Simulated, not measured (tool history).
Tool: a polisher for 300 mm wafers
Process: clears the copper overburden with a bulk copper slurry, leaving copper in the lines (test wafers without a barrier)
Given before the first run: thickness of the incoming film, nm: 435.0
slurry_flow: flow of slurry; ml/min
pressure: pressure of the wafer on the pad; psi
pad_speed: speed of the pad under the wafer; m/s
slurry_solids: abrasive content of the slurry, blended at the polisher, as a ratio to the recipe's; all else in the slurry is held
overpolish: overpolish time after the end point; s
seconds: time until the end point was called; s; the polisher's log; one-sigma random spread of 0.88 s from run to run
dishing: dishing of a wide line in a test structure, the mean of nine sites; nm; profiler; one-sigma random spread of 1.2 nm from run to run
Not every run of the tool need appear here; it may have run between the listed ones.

{"run": 1, "hour": 0.0, "slurry_flow": 135, "pressure": 2, "pad_speed": 0.9, "slurry_solids": 1, "overpolish": 26, "seconds": 97.712, "dishing": 76.63}
{"run": 2, "hour": 2.4, "slurry_flow": 135, "pressure": 2.3, "pad_speed": 0.9, "slurry_solids": 1, "overpolish": 26, "seconds": 85.283, "dishing": 84.371}
{"run": 3, "hour": 5.1, "slurry_flow": 135, "pressure": 2.4, "pad_speed": 0.9, "slurry_solids": 1, "overpolish": 26, "seconds": 82.326, "dishing": 86.313}
{"run": 4, "hour": 12.0, "slurry_flow": 135, "pressure": 2.4, "pad_speed": 0.9, "slurry_solids": 0.85, "overpolish": 26, "seconds": 83.333, "dishing": 86.298}
{"hour": 19.5, "done": "worn pad replaced by a new one"}
{"run": 5, "hour": 19.5, "slurry_flow": 135, "pressure": 2.4, "pad_speed": 0.9, "slurry_solids": 0.95, "overpolish": 26, "seconds": 79.205, "dishing": 89.776}
{"run": 6, "hour": 26.6, "slurry_flow": 115, "pressure": 2.4, "pad_speed": 0.9, "slurry_solids": 0.95, "overpolish": 26, "seconds": 80.963, "dishing": 89.74}
{"run": 7, "hour": 35.3, "slurry_flow": 115, "pressure": 2.5, "pad_speed": 0.9, "slurry_solids": 0.95, "overpolish": 26, "seconds": 77.802, "dishing": 92.637}

Forecast run 8:
{"run": 8, "hour": 37.0, "slurry_flow": 115, "pressure": 2.5, "pad_speed": 0.9, "slurry_solids": 0.95, "overpolish": 26, "seconds": "?", "dishing": "?"}

{"run 8": {"seconds": 76.917, "dishing": 91.717}}

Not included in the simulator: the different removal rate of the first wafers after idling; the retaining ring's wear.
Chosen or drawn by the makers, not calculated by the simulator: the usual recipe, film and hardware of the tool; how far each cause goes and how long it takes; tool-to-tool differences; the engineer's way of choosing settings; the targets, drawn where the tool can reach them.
